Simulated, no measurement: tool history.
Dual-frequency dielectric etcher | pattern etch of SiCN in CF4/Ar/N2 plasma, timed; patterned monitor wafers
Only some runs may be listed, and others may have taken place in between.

| run | hour | source power (W) | bias power (W) | Ar flow (sccm) | CF4 flow (sccm) | etch time (s) | mean etch depth across the wafer (nm) |
|---|---|---|---|---|---|---|---|
| 1 | 0 | 540 | 78 | 111 | 63 | 71.5 | 73.675 |
| 2 | 2.8 | 580 | 79 | 111 | 63 | 71.5 | 79.146 |
| 3 | 5.6 | 580 | 79 | 111 | 63 | 71.5 | 78.905 |
| 4 | 14.1 | 580 | 68 | 111 | 63 | 71.5 | 75.648 |
| 5 | 17.2 | 620 | 68 | 111 | 63 | 71.5 | 80.523 |
| 6 | 18.6 | 640 | 68 | 111 | 63 | 71.5 | 82.982 |
| 7 | 27.6 | 660 | 68 | 111 | 63 | 71.5 | 85.161 |

The next listed run, before its measurement:
| 8 | 33.4 | 670 | 68 | 111 | 63 | 71.5 | ? |

Run 8 yielded mean etch depth across the wafer (nm) 86.089.

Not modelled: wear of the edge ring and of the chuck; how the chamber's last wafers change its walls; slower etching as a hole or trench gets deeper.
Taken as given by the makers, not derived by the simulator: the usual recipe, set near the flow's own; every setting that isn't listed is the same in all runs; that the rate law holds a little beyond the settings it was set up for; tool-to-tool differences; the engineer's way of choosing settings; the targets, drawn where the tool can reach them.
